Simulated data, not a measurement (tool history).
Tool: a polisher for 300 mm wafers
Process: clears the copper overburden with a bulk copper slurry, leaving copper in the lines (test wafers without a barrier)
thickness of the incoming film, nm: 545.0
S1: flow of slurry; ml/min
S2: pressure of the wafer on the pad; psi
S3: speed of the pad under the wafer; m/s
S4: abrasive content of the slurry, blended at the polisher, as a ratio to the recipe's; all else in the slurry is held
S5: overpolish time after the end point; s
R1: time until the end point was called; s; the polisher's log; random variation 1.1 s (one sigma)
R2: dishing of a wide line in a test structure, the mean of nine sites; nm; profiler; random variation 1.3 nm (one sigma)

{"run": 1, "hour": 0.0, "S1": 315, "S2": 2.5, "S3": 0.9, "S4": 1, "S5": 25, "R1": 71.7, "R2": 90.108}
{"run": 2, "hour": 2.4, "S1": 315, "S2": 2.6, "S3": 0.92, "S4": 1, "S5": 21, "R1": 68.012, "R2": 87.016}
{"run": 3, "hour": 8.1, "S1": 315, "S2": 2.6, "S3": 0.92, "S4": 1, "S5": 25, "R1": 68.025, "R2": 95.745}
{"run": 4, "hour": 12.4, "S1": 315, "S2": 2.7, "S3": 0.94, "S4": 1, "S5": 21, "R1": 63.894, "R2": 89.056}
{"run": 5, "hour": 16.7, "S1": 315, "S2": 2.2, "S3": 0.94, "S4": 1, "S5": 21, "R1": 75.645, "R2": 74.977}
{"run": 6, "hour": 20.2, "S1": 315, "S2": 2.4, "S3": 0.96, "S4": 1, "S5": 19, "R1": 70.203, "R2": 77.883}
{"hour": 24.9, "done": "worn pad replaced by a new one"}
{"run": 7, "hour": 24.9, "S1": 315, "S2": 2.4, "S3": 0.96, "S4": 1, "S5": 19, "R1": 62.832, "R2": 80.045}
{"run": 8, "hour": 30.4, "S1": 315, "S2": 2.4, "S3": 0.96, "S4": 1, "S5": 18, "R1": 63.558, "R2": 78.901}

Run 9 comes next. What will it give?
{"run": 9, "hour": 39.2, "S1": 315, "S2": 2.4, "S3": 0.96, "S4": 1, "S5": 17, "R1": "?", "R2": "?"}

R1: 63.3 s
R2: 77.742 nm
